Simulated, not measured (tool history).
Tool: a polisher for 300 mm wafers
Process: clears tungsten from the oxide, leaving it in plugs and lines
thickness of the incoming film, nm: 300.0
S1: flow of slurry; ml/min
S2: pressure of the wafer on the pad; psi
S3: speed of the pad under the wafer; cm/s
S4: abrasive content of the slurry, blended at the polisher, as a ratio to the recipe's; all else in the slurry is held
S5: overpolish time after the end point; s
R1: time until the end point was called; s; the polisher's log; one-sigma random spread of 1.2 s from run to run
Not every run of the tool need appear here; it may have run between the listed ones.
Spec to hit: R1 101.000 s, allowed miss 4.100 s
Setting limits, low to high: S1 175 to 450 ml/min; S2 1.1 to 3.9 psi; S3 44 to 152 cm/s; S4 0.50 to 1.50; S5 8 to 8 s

{"run": 1, "day": 0.0, "S1": 290, "S2": 2.5, "S3": 98, "S4": 1.0, "S5": 8, "R1": 78.434}
{"run": 2, "day": 0.346, "S1": 290, "S2": 2.5, "S3": 88, "S4": 1.0, "S5": 8, "R1": 89.522}
{"run": 3, "day": 0.658, "S1": 290, "S2": 2.5, "S3": 66, "S4": 1.0, "S5": 8, "R1": 116.95}
{"run": 4, "day": 0.921, "S1": 325, "S2": 2.5, "S3": 66, "S4": 1.0, "S5": 8, "R1": 117.41}
{"run": 5, "day": 1.15, "S1": 325, "S2": 2.5, "S3": 66, "S4": 0.9, "S5": 8, "R1": 118.55}
{"run": 6, "day": 1.4, "S1": 325, "S2": 2.6, "S3": 66, "S4": 0.9, "S5": 8, "R1": 116.87}
{"run": 7, "day": 1.688, "S1": 325, "S2": 2.7, "S3": 66, "S4": 0.9, "S5": 8, "R1": 110.26}
{"run": 8, "day": 2.058, "S1": 325, "S2": 2.8, "S3": 66, "S4": 0.9, "S5": 8, "R1": 107.27}

Which one of the following 4 next-run settings gets every result inside its allowed miss? There is exactly one.
{"run": "A", "day": 2.429, "S1": 310, "S2": 2.7, "S3": 74, "S4": 0.7, "S5": 8, "R1": "?"}
{"run": "B", "day": 2.429, "S1": 350, "S2": 2.6, "S3": 70, "S4": 0.85, "S5": 8, "R1": "?"}
{"run": "C", "day": 2.429, "S1": 340, "S2": 2.7, "S3": 72, "S4": 0.95, "S5": 8, "R1": "?"}
{"run": "D", "day": 2.429, "S1": 370, "S2": 2.8, "S3": 62, "S4": 0.85, "S5": 8, "R1": "?"}

move=A R1=111.300
move=B R1=111.650
move=C R1=100.750
move=D R1=116.210
A: the biggest miss grows against the last run
B: the biggest miss grows against the last run
C: meets every target
D: the biggest miss grows against the last run
The move that meets every target is C.
